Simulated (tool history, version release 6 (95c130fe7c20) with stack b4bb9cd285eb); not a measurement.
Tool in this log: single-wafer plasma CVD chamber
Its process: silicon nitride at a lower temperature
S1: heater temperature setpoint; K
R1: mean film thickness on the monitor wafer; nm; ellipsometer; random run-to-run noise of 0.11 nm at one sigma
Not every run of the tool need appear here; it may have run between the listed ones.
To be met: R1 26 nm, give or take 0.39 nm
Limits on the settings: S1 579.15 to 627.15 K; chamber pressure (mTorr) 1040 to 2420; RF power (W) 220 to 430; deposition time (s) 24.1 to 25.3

run 1 hour=0 | S1=603.15 chamber_pressure_(mTorr)=1730 RF_power_(W)=325 deposition_time_(s)=25.3 | R1=28.385
run 2 hour=5.3 | S1=603.15 chamber_pressure_(mTorr)=1670 RF_power_(W)=325 deposition_time_(s)=25.3 | R1=28.247
run 3 hour=9.6 | S1=603.15 chamber_pressure_(mTorr)=1610 RF_power_(W)=325 deposition_time_(s)=25.3 | R1=27.988
run 4 hour=12.6 | S1=603.15 chamber_pressure_(mTorr)=1560 RF_power_(W)=325 deposition_time_(s)=25.3 | R1=27.94
run 5 hour=20 | S1=595.15 chamber_pressure_(mTorr)=1560 RF_power_(W)=325 deposition_time_(s)=25.3 | R1=28.12
run 6 hour=28.2 | S1=595.15 chamber_pressure_(mTorr)=1730 RF_power_(W)=325 deposition_time_(s)=25.3 | R1=28.628
run 7 hour=36.8 | S1=595.15 chamber_pressure_(mTorr)=1660 RF_power_(W)=325 deposition_time_(s)=25.3 | R1=28.125
run 8 hour=39.5 | S1=595.15 chamber_pressure_(mTorr)=1610 RF_power_(W)=325 deposition_time_(s)=25.3 | R1=28.01
run 9 hour=47.5 | S1=595.15 chamber_pressure_(mTorr)=1560 RF_power_(W)=325 deposition_time_(s)=25.3 | R1=27.788
run 10 hour=55.7 | S1=595.15 chamber_pressure_(mTorr)=1520 RF_power_(W)=325 deposition_time_(s)=25.3 | R1=27.749
run 11 hour=57.2 | S1=595.15 chamber_pressure_(mTorr)=1470 RF_power_(W)=325 deposition_time_(s)=25.3 | R1=27.421
run 12 hour=63.1 | S1=595.15 chamber_pressure_(mTorr)=1440 RF_power_(W)=325 deposition_time_(s)=25.3 | R1=27.479
run 13 hour=64.3 | S1=595.15 chamber_pressure_(mTorr)=1400 RF_power_(W)=325 deposition_time_(s)=25.3 | R1=27.343
run 14 hour=73.2 | S1=595.15 chamber_pressure_(mTorr)=1370 RF_power_(W)=325 deposition_time_(s)=25.3 | R1=27.18
run 15 hour=80.8 | S1=595.15 chamber_pressure_(mTorr)=1340 RF_power_(W)=325 deposition_time_(s)=25.3 | R1=27.225
run 16 hour=81.5 | S1=595.15 chamber_pressure_(mTorr)=1310 RF_power_(W)=325 deposition_time_(s)=25.3 | R1=27.077
run 17 hour=86.1 | S1=595.15 chamber_pressure_(mTorr)=1290 RF_power_(W)=325 deposition_time_(s)=25.3 | R1=26.753
run 18 hour=93 | S1=595.15 chamber_pressure_(mTorr)=1270 RF_power_(W)=325 deposition_time_(s)=25.3 | R1=26.836

Exactly one of the 4 candidate moves below puts every result within its allowed miss. Which one?
run A hour=99.9 | S1=605.15 chamber_pressure_(mTorr)=1160 RF_power_(W)=365 deposition_time_(s)=25.3 | R1=?
run B hour=99.9 | S1=590.15 chamber_pressure_(mTorr)=1220 RF_power_(W)=330 deposition_time_(s)=24.4 | R1=?
run C hour=99.9 | S1=591.15 chamber_pressure_(mTorr)=1040 RF_power_(W)=370 deposition_time_(s)=25 | R1=?
run D hour=99.9 | S1=591.15 chamber_pressure_(mTorr)=1530 RF_power_(W)=345 deposition_time_(s)=24.1 | R1=?

move=A R1=28.139
move=B R1=25.983
move=C R1=27.654
move=D R1=27.429
A: the biggest miss grows against the last run
B: hits every target within its allowed miss
C: the biggest miss grows against the last run
D: the biggest miss grows against the last run
Answer: B
